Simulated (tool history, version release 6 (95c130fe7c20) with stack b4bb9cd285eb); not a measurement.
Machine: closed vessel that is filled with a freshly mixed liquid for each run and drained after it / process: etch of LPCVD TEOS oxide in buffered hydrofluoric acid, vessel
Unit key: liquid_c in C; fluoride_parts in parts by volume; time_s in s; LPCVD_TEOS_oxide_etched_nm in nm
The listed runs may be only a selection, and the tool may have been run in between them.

run	hour	liquid_c	fluoride_parts	time_s	LPCVD_TEOS_oxide_etched_nm
1	0.0	25.0	12	95	324.89
2	1.9	26.0	12	95	342.47
3	4.5	26.0	12	100	358.38
4	13.6	26.5	12	100	369.86
5	21.3	27.0	12	100	380.64
6	23.1	30.0	12	100	444.71
7	24.3	29.5	12	100	438.24

What does the tool deliver on the next run?
8	33.4	29.0	12	100	?

LPCVD_TEOS_oxide_etched_nm: 425.10 nm
